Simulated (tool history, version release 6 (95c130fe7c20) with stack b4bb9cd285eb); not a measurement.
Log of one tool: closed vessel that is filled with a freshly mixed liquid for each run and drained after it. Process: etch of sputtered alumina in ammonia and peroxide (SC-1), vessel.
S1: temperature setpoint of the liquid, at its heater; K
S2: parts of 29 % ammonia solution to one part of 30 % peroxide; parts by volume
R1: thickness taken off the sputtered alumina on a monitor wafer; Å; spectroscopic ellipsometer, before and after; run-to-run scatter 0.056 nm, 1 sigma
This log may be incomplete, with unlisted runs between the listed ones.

{"run": 1, "hour": 0.0, "S1": 335.15, "S2": 0.65, "time in the liquid (s)": 100, "R1": 146.46}
{"run": 2, "hour": 7.0, "S1": 335.15, "S2": 0.75, "time in the liquid (s)": 100, "R1": 149.14}
{"run": 3, "hour": 11.1, "S1": 331.65, "S2": 0.75, "time in the liquid (s)": 100, "R1": 123.69}
{"run": 4, "hour": 20.4, "S1": 331.15, "S2": 0.75, "time in the liquid (s)": 100, "R1": 121.68}
{"run": 5, "hour": 22.1, "S1": 325.65, "S2": 0.75, "time in the liquid (s)": 100, "R1": 90.833}
{"run": 6, "hour": 23.8, "S1": 325.65, "S2": 0.75, "time in the liquid (s)": 100, "R1": 90.548}

For run 7, what comes out?
{"run": 7, "hour": 28.3, "S1": 326.15, "S2": 0.75, "time in the liquid (s)": 100, "R1": "?"}

Run 7 yielded R1 92.94 Å.

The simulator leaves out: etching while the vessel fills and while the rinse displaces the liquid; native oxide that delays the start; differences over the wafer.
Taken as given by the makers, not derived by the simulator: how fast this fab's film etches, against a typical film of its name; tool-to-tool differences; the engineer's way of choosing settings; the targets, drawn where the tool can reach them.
